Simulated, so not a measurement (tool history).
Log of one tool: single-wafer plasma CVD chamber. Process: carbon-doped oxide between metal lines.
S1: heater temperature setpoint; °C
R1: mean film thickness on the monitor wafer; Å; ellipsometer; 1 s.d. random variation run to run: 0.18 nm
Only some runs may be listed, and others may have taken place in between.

run 1 day=0.000 | S1=335 chamber_pressure_(Torr)=3.73 RF_power_(kW)=0.490 deposition_time_(s)=14.4 | R1=759.86
run 2 day=0.067 | S1=335 chamber_pressure_(Torr)=3.73 RF_power_(kW)=0.435 deposition_time_(s)=14.4 | R1=683.78
run 3 day=0.271 | S1=330 chamber_pressure_(Torr)=3.98 RF_power_(kW)=0.460 deposition_time_(s)=14.4 | R1=736.82
run 4 day=0.379 | S1=330 chamber_pressure_(Torr)=3.98 RF_power_(kW)=0.460 deposition_time_(s)=14.4 | R1=741.20
run 5 day=0.462 | S1=326 chamber_pressure_(Torr)=4.21 RF_power_(kW)=0.465 deposition_time_(s)=14.4 | R1=758.11
run 6 day=0.692 | S1=315 chamber_pressure_(Torr)=4.21 RF_power_(kW)=0.465 deposition_time_(s)=14.4 | R1=788.89

Predict the results of run 7:
run 7 day=1.017 | S1=314 chamber_pressure_(Torr)=4.29 RF_power_(kW)=0.475 deposition_time_(s)=14.4 | R1=?

Run 7 yielded R1 807.68 Å.

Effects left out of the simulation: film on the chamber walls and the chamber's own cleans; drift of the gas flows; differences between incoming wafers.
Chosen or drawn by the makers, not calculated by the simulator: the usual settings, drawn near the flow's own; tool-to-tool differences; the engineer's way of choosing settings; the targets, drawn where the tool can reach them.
